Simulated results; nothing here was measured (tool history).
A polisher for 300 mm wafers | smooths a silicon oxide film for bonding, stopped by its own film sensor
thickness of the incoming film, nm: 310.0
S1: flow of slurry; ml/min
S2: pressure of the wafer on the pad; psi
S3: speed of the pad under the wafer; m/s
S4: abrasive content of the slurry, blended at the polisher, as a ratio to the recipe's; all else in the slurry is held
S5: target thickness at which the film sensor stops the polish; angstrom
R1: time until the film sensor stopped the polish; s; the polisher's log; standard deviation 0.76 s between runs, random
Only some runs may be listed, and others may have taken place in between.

run	day	S1	S2	S3	S4	S5	R1
1	0.000	205	2.2	1.12	1.0	2230	116.230
2	0.050	205	2.5	1.16	1.0	2230	101.450
3	0.221	205	2.7	1.16	1.0	2230	91.423
4	0.429	205	2.7	0.94	1.0	2230	109.260
5	0.483	205	2.7	0.94	1.0	2190	113.530
6	0.662	205	2.9	1.02	1.0	2190	100.820
# day 0.733: worn pad replaced by a new one
7	0.733	205	3.0	1.10	1.0	2190	82.027
8	0.888	205	3.1	1.12	1.0	2190	81.553

What will run 9 give?
9	1.008	205	3.2	1.16	1.0	2190	?

For run 9 the tool returned R1 74.713 s.

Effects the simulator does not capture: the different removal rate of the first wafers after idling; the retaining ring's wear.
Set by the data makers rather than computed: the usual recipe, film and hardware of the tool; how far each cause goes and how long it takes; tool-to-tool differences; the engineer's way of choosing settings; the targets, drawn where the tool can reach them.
